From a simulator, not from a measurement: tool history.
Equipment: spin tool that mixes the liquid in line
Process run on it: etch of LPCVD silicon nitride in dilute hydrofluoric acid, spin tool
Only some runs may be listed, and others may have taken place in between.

run,hour,temperature setpoint of the liquid (C),parts of water to one part of 49 % hydrofluoric acid (parts by volume),time under the liquid (s),thickness taken off the LPCVD silicon nitride on a monitor wafer (angstrom)
1,0.0,24.0,75,270,18.367
2,1.3,22.5,80,270,14.772
3,9.8,22.5,105,270,12.078
4,11.9,22.5,105,295,12.392
5,20.0,21.5,105,295,11.515
6,21.3,21.5,105,295,11.397
7,22.3,21.0,105,295,11.486
8,30.6,20.5,105,295,10.733
9,39.6,20.0,105,295,10.502

Run 10 is up next; what results do you expect?
10,46.5,19.5,105,295,?

Run 10 produced thickness taken off the LPCVD silicon nitride on a monitor wafer (angstrom) 10.329.
